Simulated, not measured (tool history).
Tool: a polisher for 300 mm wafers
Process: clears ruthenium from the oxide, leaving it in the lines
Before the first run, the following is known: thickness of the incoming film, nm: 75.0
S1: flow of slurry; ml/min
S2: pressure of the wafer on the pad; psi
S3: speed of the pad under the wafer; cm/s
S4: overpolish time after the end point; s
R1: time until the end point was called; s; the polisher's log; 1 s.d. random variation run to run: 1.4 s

run 1 hour=0 | S1=235 S2=1.7 S3=92 S4=42 | R1=105.8
run 2 hour=4.2 | S1=235 S2=1.8 S3=92 S4=42 | R1=102.73
run 3 hour=10.9 | S1=235 S2=1.8 S3=92 S4=45 | R1=102.73
run 4 hour=19.3 | S1=235 S2=1.8 S3=80 S4=45 | R1=118.79
run 5 hour=22.3 | S1=235 S2=1.9 S3=82 S4=45 | R1=105.67
run 6 hour=28 | S1=235 S2=1.9 S3=82 S4=45 | R1=108.45

What will run 7 give?
run 7 hour=29.8 | S1=235 S2=2 S3=82 S4=45 | R1=?

Run 7 came out at R1 107.91 s.
